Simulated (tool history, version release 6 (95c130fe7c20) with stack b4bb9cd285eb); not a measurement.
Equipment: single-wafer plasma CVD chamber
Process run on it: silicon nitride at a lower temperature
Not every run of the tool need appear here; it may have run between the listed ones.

run,day,heater temperature setpoint (°C),chamber pressure (mTorr),RF power (W),deposition time (s),mean film thickness on the monitor wafer (angstrom)
1,0.000,340,1350,325,15.5,194.13
2,0.212,330,1350,325,15.5,193.96
3,0.429,330,1250,315,15.5,184.39
4,0.696,335,1250,315,15.5,183.06
5,0.821,329,1250,315,15.5,184.44
6,0.900,322,1250,315,15.5,185.35
7,1.150,322,1160,310,15.5,177.95
8,1.458,322,1160,310,15.5,177.35

For run 9, what comes out?
9,1.683,322,1090,310,15.5,?

For run 9 the tool returned mean film thickness on the monitor wafer (angstrom) 173.99.
